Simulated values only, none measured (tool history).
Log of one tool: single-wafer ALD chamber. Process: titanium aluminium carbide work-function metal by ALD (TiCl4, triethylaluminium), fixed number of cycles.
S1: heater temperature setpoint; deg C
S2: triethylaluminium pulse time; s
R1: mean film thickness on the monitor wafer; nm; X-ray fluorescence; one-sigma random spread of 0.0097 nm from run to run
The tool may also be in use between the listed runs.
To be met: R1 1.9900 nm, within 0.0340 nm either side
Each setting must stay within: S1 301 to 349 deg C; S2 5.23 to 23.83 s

run 1 day=0.000 | S1=325 S2=14.53 | R1=2.1230
run 2 day=0.175 | S1=323 S2=14.32 | R1=2.1226
run 3 day=0.417 | S1=320 S2=14.04 | R1=2.0979
run 4 day=0.633 | S1=320 S2=11.37 | R1=2.0644
run 5 day=0.721 | S1=327 S2=11.37 | R1=2.0977
run 6 day=0.758 | S1=333 S2=11.37 | R1=2.1725
run 7 day=1.033 | S1=330 S2=10.98 | R1=2.1022
run 8 day=1.208 | S1=328 S2=10.60 | R1=2.0884
run 9 day=1.425 | S1=327 S2=10.34 | R1=2.0989

Which single option among these 5 for the next run brings every result within its allowed miss of target? Just one does.
run A day=1.642 | S1=343 S2=12.11 | R1=?
run B day=1.642 | S1=322 S2=10.00 | R1=?
run C day=1.642 | S1=318 S2=13.74 | R1=?
run D day=1.642 | S1=314 S2=9.57 | R1=?
run E day=1.642 | S1=327 S2=10.10 | R1=?

move=A R1=2.2574
move=B R1=2.0584
move=C R1=2.0864
move=D R1=1.9872
move=E R1=2.0977
A: further off than the last run
B: closes in on the targets versus the last run, not all within tolerance yet
C: closes in on the targets versus the last run, not all within tolerance yet
D: every result lands within tolerance
E: about the same distance from the targets as the last run
D meets every target.

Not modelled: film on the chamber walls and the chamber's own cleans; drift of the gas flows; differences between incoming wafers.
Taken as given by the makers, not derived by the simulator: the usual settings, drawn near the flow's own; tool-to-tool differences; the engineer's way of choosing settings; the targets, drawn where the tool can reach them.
